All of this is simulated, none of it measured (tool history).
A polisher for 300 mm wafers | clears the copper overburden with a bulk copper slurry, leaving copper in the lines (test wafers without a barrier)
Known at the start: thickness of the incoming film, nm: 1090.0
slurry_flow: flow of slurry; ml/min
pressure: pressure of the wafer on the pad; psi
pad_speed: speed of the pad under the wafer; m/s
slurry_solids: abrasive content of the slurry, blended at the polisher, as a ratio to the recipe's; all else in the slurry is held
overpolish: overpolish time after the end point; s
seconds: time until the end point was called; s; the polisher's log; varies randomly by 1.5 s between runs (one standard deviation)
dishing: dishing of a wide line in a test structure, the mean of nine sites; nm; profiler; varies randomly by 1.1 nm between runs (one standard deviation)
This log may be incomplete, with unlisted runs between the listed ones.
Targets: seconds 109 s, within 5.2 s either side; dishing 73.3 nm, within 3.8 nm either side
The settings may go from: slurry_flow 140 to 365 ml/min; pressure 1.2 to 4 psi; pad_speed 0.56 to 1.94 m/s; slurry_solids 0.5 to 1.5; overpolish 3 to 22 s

Run 1, day 0: slurry_flow 235 ml/min, pressure 2.6 psi, pad_speed 1.24 m/s, slurry_solids 1, overpolish 11 s. Result: seconds 114.68 s, dishing 54.307 nm.
Run 2, day 0.188: slurry_flow 235 ml/min, pressure 2.6 psi, pad_speed 1.24 m/s, slurry_solids 0.9, overpolish 11 s. Result: seconds 112.52 s, dishing 53.521 nm.
Run 3, day 0.396: slurry_flow 235 ml/min, pressure 2.6 psi, pad_speed 1.24 m/s, slurry_solids 1, overpolish 11 s. Result: seconds 113.61 s, dishing 53.281 nm.
Run 4, day 0.529: slurry_flow 235 ml/min, pressure 2.6 psi, pad_speed 1.24 m/s, slurry_solids 1, overpolish 13 s. Result: seconds 114.29 s, dishing 58.371 nm.
Run 5, day 0.733: slurry_flow 235 ml/min, pressure 2.8 psi, pad_speed 1.24 m/s, slurry_solids 1, overpolish 13 s. Result: seconds 106.12 s, dishing 61.693 nm.
Run 6, day 1.033: slurry_flow 235 ml/min, pressure 2.8 psi, pad_speed 1.24 m/s, slurry_solids 1, overpolish 14 s. Result: seconds 105.27 s, dishing 63.72 nm.
Run 7, day 1.104: slurry_flow 235 ml/min, pressure 2.8 psi, pad_speed 1.24 m/s, slurry_solids 1, overpolish 15 s. Result: seconds 106 s, dishing 65.523 nm.
Run 8, day 1.462: slurry_flow 235 ml/min, pressure 2.8 psi, pad_speed 1.24 m/s, slurry_solids 1, overpolish 16 s. Result: seconds 106.17 s, dishing 67.377 nm.
Run 9, day 1.617: slurry_flow 235 ml/min, pressure 2.8 psi, pad_speed 1.24 m/s, slurry_solids 1, overpolish 17 s. Result: seconds 107.02 s, dishing 66.846 nm.

Consider the 5 candidate settings below. Which is the only one whose results all fall within their allowed miss of target?
Run A, day 1.771: slurry_flow 185 ml/min, pressure 2.5 psi, pad_speed 1.38 m/s, slurry_solids 1.1, overpolish 14 s. Result: seconds ?, dishing ?.
Run B, day 1.771: slurry_flow 150 ml/min, pressure 3.8 psi, pad_speed 0.92 m/s, slurry_solids 1.05, overpolish 12 s. Result: seconds ?, dishing ?.
Run C, day 1.771: slurry_flow 225 ml/min, pressure 2.6 psi, pad_speed 1.28 m/s, slurry_solids 1.1, overpolish 21 s. Result: seconds ?, dishing ?.
Run D, day 1.771: slurry_flow 210 ml/min, pressure 2.6 psi, pad_speed 1.18 m/s, slurry_solids 1.1, overpolish 16 s. Result: seconds ?, dishing ?.
Run E, day 1.771: slurry_flow 255 ml/min, pressure 2.6 psi, pad_speed 1.42 m/s, slurry_solids 0.85, overpolish 12 s. Result: seconds ?, dishing ?.

move  seconds  dishing
   A   108.98   60.161
   B   110.62   57.107
   C   110.81   69.629
   D   120.67   61.218
   E   104.33   57.331
A: further off than the last run
B: further off than the last run
C: hits every target within its allowed miss
D: further off than the last run
E: further off than the last run
Answer: C
